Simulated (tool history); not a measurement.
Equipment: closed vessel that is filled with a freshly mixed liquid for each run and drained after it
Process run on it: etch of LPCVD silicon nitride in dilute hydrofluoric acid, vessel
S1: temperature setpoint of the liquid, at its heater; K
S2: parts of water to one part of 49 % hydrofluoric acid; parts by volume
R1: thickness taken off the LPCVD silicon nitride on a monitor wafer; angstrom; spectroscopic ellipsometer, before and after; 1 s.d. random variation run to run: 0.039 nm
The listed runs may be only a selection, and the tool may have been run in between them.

{"run": 1, "hour": 0.0, "S1": 297.15, "S2": 190, "time in the liquid (s)": 3175, "R1": 82.476}
{"run": 2, "hour": 1.8, "S1": 297.15, "S2": 190, "time in the liquid (s)": 3385, "R1": 88.362}
{"run": 3, "hour": 4.0, "S1": 295.15, "S2": 205, "time in the liquid (s)": 3380, "R1": 71.681}
{"run": 4, "hour": 8.0, "S1": 295.15, "S2": 175, "time in the liquid (s)": 3380, "R1": 82.776}
{"run": 5, "hour": 16.6, "S1": 293.65, "S2": 190, "time in the liquid (s)": 3375, "R1": 70.692}
{"run": 6, "hour": 21.5, "S1": 292.65, "S2": 205, "time in the liquid (s)": 3370, "R1": 61.144}
{"run": 7, "hour": 23.9, "S1": 292.15, "S2": 215, "time in the liquid (s)": 3365, "R1": 54.885}
{"run": 8, "hour": 24.6, "S1": 291.65, "S2": 220, "time in the liquid (s)": 3365, "R1": 53.305}
{"run": 9, "hour": 32.2, "S1": 291.15, "S2": 230, "time in the liquid (s)": 3365, "R1": 49.82}
{"run": 10, "hour": 33.0, "S1": 290.65, "S2": 235, "time in the liquid (s)": 3365, "R1": 46.746}

Expected results for the next run?
{"run": 11, "hour": 34.4, "S1": 290.65, "S2": 240, "time in the liquid (s)": 3365, "R1": "?"}

Run 11 produced R1 45.36 angstrom.
